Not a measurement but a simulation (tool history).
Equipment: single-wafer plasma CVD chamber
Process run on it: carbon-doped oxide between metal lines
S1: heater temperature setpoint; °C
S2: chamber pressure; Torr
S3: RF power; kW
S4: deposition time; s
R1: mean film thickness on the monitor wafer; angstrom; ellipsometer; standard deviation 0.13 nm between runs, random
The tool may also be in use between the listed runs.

run  hour   S1    S2     S3    S4      R1
  1     0  365  4.14   0.44  13.1  607.42
  2   1.8  368  3.86  0.435  13.1   593.6
  3   8.1  371  3.63   0.43  13.1  579.45
  4    12  380  3.63   0.43  13.1  572.48
  5  16.1  380  4.18   0.43  13.1  579.36
  6  20.4  380  4.18  0.485  13.1  627.28
  7  29.1  381  3.97   0.47  13.1   608.7

Run 8 has not been measured yet. What should we expect?
  8  30.6  382  3.78  0.46  13.1   ?

R1: 599.81 angstrom

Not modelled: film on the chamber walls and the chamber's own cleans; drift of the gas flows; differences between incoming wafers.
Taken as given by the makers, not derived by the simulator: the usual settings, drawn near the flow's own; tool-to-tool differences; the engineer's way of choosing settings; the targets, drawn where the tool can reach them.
